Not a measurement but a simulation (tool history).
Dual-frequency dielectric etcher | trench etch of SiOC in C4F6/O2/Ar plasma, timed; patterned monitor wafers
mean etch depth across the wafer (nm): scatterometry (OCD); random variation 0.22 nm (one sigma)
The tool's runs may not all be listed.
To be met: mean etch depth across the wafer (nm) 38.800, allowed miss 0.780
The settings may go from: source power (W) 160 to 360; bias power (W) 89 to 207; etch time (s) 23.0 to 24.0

run  hour  source power (W)  bias power (W)  etch time (s)  mean etch depth across the wafer (nm)
  1   0.0               260             148           23.0                                 43.257
  2   2.4               250             146           23.0                                 42.485
  3   4.0               270             146           23.0                                 43.585
  4   4.8               310             146           23.0                                 46.717
  5   7.8               310             146           24.0                                 48.507
  6  16.0               310             146           23.0                                 46.587
  7  16.5               290             142           23.0                                 44.494
  8  22.3               270             140           23.0                                 43.042
  9  30.3               260             138           23.0                                 42.384
 10  34.7               250             136           23.0                                 41.595
 11  38.4               240             134           23.0                                 40.088

4 next moves are on the table. One of them brings every result within its allowed miss. Which?
  A  42.1               220             175           23.0                                      ?
  B  42.1               250             122           24.0                                      ?
  C  42.1               210             133           23.5                                      ?
  D  42.1               250             123           24.0                                      ?

move  mean etch depth across the wafer (nm)
   A                                 42.607
   B                                 41.268
   C                                 38.747
   D                                 41.383
A: further off than the last run
B: further off than the last run
C: meets every target
D: further off than the last run
Move C is the one to make.

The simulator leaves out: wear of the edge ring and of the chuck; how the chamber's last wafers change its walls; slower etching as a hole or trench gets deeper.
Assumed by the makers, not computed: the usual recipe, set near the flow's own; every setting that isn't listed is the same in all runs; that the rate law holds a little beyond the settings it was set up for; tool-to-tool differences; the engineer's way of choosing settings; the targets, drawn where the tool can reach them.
